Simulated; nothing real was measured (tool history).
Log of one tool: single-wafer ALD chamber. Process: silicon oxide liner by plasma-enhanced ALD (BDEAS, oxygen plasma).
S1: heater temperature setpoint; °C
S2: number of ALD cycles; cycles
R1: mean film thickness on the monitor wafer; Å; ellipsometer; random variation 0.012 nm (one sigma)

Run 1, day 0: S1 310 °C, S2 42 cycles. Result: R1 34.324 Å.
Run 2, day 0.146: S1 303 °C, S2 42 cycles. Result: R1 34.831 Å.
Run 3, day 0.388: S1 303 °C, S2 40 cycles. Result: R1 32.936 Å.
Run 4, day 0.512: S1 303 °C, S2 44 cycles. Result: R1 36.629 Å.
Run 5, day 0.804: S1 303 °C, S2 42 cycles. Result: R1 34.59 Å.
Run 6, day 0.979: S1 292 °C, S2 42 cycles. Result: R1 36.233 Å.
Run 7, day 1.088: S1 295 °C, S2 41 cycles. Result: R1 34.869 Å.

Run 8 comes next. What will it give?
Run 8, day 1.296: S1 298 °C, S2 40 cycles. Result: R1 ?.

{"run 8": {"R1": 33.747}}

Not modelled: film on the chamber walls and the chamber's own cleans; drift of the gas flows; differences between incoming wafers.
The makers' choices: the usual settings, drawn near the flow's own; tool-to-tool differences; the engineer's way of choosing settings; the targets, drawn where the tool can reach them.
